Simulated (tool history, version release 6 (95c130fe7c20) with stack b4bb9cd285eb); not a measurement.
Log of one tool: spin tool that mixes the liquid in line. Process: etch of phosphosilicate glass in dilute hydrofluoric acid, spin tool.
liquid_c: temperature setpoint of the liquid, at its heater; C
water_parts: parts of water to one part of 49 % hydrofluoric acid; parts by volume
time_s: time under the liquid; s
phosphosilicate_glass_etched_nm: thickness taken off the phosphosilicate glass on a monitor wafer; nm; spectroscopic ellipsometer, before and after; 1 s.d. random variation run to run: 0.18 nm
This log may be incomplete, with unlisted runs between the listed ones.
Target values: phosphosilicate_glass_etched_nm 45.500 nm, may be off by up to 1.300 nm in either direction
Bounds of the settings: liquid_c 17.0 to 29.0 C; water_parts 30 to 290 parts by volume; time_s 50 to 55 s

| run | hour | liquid_c | water_parts | time_s | phosphosilicate_glass_etched_nm |
|---|---|---|---|---|---|
| 1 | 0.0 | 21.0 | 160 | 50 | 30.117 |
| 2 | 4.8 | 21.0 | 160 | 55 | 32.879 |
| 3 | 12.1 | 22.0 | 160 | 55 | 34.095 |
| 4 | 20.2 | 22.0 | 160 | 50 | 30.939 |
| 5 | 27.8 | 23.0 | 160 | 50 | 32.664 |
| 6 | 33.1 | 24.0 | 160 | 50 | 33.486 |
| 7 | 41.5 | 24.5 | 160 | 50 | 34.415 |
| 8 | 44.6 | 25.0 | 160 | 50 | 34.918 |
|  | 50.1 | hydrofluoric acid flow meter replaced |
| 9 | 50.1 | 25.5 | 160 | 50 | 33.339 |
| 10 | 58.4 | 26.0 | 155 | 50 | 35.315 |
| 11 | 59.3 | 26.0 | 155 | 50 | 35.369 |
| 12 | 66.9 | 26.5 | 150 | 50 | 37.150 |
| 13 | 71.4 | 27.0 | 145 | 50 | 39.580 |
| 14 | 80.3 | 27.5 | 145 | 50 | 40.073 |

Next run, 5 choices. One meets every target within its allowed miss, the rest don't. Which?
| A | 89.2 | 27.0 | 140 | 55 | ? |
| B | 89.2 | 26.5 | 120 | 50 | ? |
| C | 89.2 | 26.0 | 125 | 55 | ? |
| D | 89.2 | 27.5 | 135 | 55 | ? |
| E | 89.2 | 24.5 | 120 | 55 | ? |

| move | phosphosilicate_glass_etched_nm |
|---|---|
| A | 45.223 |
| B | 48.261 |
| C | 49.689 |
| D | 48.082 |
| E | 49.154 |
A: all results in spec
B: takes the biggest miss from the last run beyond its target
C: takes the biggest miss from the last run beyond its target
D: takes the biggest miss from the last run beyond its target
E: takes the biggest miss from the last run beyond its target
Move A is the one to make.

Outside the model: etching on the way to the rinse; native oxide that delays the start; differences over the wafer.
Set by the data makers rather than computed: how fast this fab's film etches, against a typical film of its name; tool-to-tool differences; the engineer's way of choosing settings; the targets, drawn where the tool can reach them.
